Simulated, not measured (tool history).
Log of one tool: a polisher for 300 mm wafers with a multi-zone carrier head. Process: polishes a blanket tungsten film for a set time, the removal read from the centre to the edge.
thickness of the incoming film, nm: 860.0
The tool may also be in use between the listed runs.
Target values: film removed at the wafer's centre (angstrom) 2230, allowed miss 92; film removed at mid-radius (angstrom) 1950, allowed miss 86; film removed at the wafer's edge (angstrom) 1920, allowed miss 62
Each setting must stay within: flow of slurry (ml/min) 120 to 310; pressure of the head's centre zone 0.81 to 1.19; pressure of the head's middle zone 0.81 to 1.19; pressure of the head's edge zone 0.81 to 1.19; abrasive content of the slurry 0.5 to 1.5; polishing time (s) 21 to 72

run  hour  flow of slurry (ml/min)  pressure of the head's centre zone  pressure of the head's middle zone  pressure of the head's edge zone  abrasive content of the slurry  polishing time (s)  film removed at the wafer's centre (angstrom)  film removed at mid-radius (angstrom)  film removed at the wafer's edge (angstrom)
  1     0                      200                                   1                                   1                                 1                               1                  46                                         2519.7                                 2608.8                                       2507.4
  2   5.9                      200                                0.93                                   1                                 1                               1                  46                                         2299.2                                 2552.3                                       2549.2
  3   8.2                      195                                0.97                                0.96                              0.96                            0.85                  45                                         2256.1                                 2345.7                                       2320.1
  4  14.5                      195                                1.01                                0.96                              0.96                            0.85                  45                                         2391.7                                 2313.4                                       2345.9
  5  23.4                      195                                1.03                                0.96                              0.92                            0.75                  44                                         2299.7                                 2271.1                                       2174.8
  6  32.2                      220                                1.03                                0.96                              0.92                            0.75                  44                                         2364.9                                 2258.4                                       2194.1
  7  37.4                      220                                1.04                                0.94                              0.89                            0.65                  44                                           2277                                 2228.2                                       2119.1
  8  41.4                      185                                1.14                                0.84                              0.82                            0.55                  42                                           2380                                 1816.4                                       1869.7
  9  44.9                      185                                1.14                                0.84                              0.82                            0.55                  42                                         2342.2                                 1802.7                                       1914.8
 10  51.3                      185                                1.12                                0.86                              0.82                            0.55                  42                                         2317.4                                 1890.6                                       1904.7
 11  54.7                      185                                1.11                                0.86                              0.82                            0.55                  42                                         2231.8                                 1795.7                                       1864.8

5 candidate next runs follow, results not yet known. Just one meets every target within its allowed miss. Identify it.
  A  58.1                      150                                1.12                                0.95                              0.85                            0.75                  41                                              ?                                      ?                                            ?
  B  58.1                      195                                1.19                                0.86                              0.81                            0.55                  40                                              ?                                      ?                                            ?
  C  58.1                      200                                1.11                                0.81                              0.87                             0.5                  42                                              ?                                      ?                                            ?
  D  58.1                      205                                1.13                                0.81                              0.82                             0.6                  38                                              ?                                      ?                                            ?
  E  58.1                      170                                1.17                                0.82                               0.9                             0.6                  39                                              ?                                      ?                                            ?

move  film removed at the wafer's centre (angstrom)  film removed at mid-radius (angstrom)  film removed at the wafer's edge (angstrom)
   A                                           2249                                 1989.3                                         1919
   B                                         2330.3                                 1776.2                                       1807.4
   C                                         2257.2                                 1757.4                                       1929.3
   D                                         2147.2                                 1641.3                                       1759.5
   E                                         2208.4                                 1651.4                                       1832.1
A: each result inside its tolerance
B: the biggest miss grows against the last run
C: the biggest miss grows against the last run
D: the biggest miss grows against the last run
E: the biggest miss grows against the last run
Go with A: it meets all targets.
